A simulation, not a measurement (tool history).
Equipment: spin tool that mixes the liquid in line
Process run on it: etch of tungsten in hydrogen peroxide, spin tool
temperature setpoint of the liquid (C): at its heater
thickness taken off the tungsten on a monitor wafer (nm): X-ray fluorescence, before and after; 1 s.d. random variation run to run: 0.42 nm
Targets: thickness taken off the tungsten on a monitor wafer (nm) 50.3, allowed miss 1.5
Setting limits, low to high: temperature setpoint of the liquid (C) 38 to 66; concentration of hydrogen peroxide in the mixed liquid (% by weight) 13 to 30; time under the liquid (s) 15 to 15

run,day,temperature setpoint of the liquid (C),concentration of hydrogen peroxide in the mixed liquid (% by weight),time under the liquid (s),thickness taken off the tungsten on a monitor wafer (nm)
1,0,54,26,15,23.351
2,0.075,54,26,15,23.544
3,0.117,54,24,15,22.655
4,0.471,54,24,15,22.586
5,0.817,54,28,15,24.165
6,0.912,56,28,15,27.401
7,1.1,57.5,28,15,29.848
8,1.229,59,28,15,33.361
9,1.533,60,28,15,35.192
10,1.896,60,28,15,34.101
11,1.921,61,28.5,15,36.887
12,2.175,62,28.5,15,39.313
13,2.388,62,28.5,15,39.425
14,2.492,62.5,28.5,15,40.718
15,2.792,63,28.5,15,41.471
16,2.971,63.5,28.5,15,43.176
17,3.208,64,28.5,15,43.715
18,3.267,64.5,28.5,15,46.028
19,3.375,65.5,28.5,15,47.651

Which single option among these 5 for the next run brings every result within its allowed miss of target? Just one does.
A,3.483,66,29.5,15,?
B,3.483,66,27,15,?
C,3.483,65.5,27.5,15,?
D,3.483,66,27.5,15,?
E,3.483,64.5,30,15,?

move,thickness taken off the tungsten on a monitor wafer (nm)
A,50.088
B,47.918
C,47.035
D,48.36
E,46.459
A: all results in spec
B: closer than the last run, but not yet in spec
C: its largest miss is bigger than the last run's
D: closer than the last run, but not yet in spec
E: its largest miss is bigger than the last run's
So the answer is move A, the one that meets all the targets.

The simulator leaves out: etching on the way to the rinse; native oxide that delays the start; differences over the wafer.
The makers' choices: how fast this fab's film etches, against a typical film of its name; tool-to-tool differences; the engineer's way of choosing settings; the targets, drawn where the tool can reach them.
